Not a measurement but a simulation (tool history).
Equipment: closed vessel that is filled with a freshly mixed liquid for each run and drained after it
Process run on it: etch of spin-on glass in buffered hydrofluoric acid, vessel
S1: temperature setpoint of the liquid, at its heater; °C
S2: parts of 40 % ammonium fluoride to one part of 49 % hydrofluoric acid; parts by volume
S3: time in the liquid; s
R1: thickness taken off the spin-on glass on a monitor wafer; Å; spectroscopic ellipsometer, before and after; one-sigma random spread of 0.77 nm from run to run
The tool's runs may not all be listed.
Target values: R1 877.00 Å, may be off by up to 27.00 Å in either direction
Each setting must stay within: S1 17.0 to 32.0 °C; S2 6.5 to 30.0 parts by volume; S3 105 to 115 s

| run | day | S1 | S2 | S3 | R1 |
|---|---|---|---|---|---|
| 1 | 0.000 | 24.0 | 19.5 | 105 | 1246.40 |
| 2 | 0.312 | 22.0 | 19.5 | 105 | 1132.10 |
| 3 | 0.367 | 22.0 | 19.5 | 115 | 1260.40 |
| 4 | 0.688 | 24.0 | 19.5 | 115 | 1399.20 |
| 5 | 0.771 | 22.5 | 19.5 | 115 | 1265.20 |
| 6 | 0.988 | 22.5 | 22.0 | 115 | 1158.90 |
| 7 | 1.325 | 21.0 | 22.0 | 115 | 1080.60 |
| 8 | 1.533 | 19.5 | 22.0 | 115 | 994.97 |
| 9 | 1.575 | 18.5 | 22.0 | 115 | 924.87 |

Which of these 4 next moves meets every target?
| A | 1.617 | 20.0 | 21.5 | 105 | ? |
| B | 1.617 | 23.0 | 28.5 | 115 | ? |
| C | 1.617 | 20.0 | 25.5 | 110 | ? |
| D | 1.617 | 19.0 | 21.5 | 115 | ? |

| move | R1 |
|---|---|
| A | 929.36 |
| B | 990.50 |
| C | 865.37 |
| D | 962.08 |
A: misses by more than the last run did
B: misses by more than the last run did
C: every result within its allowed miss
D: misses by more than the last run did
C meets every target.

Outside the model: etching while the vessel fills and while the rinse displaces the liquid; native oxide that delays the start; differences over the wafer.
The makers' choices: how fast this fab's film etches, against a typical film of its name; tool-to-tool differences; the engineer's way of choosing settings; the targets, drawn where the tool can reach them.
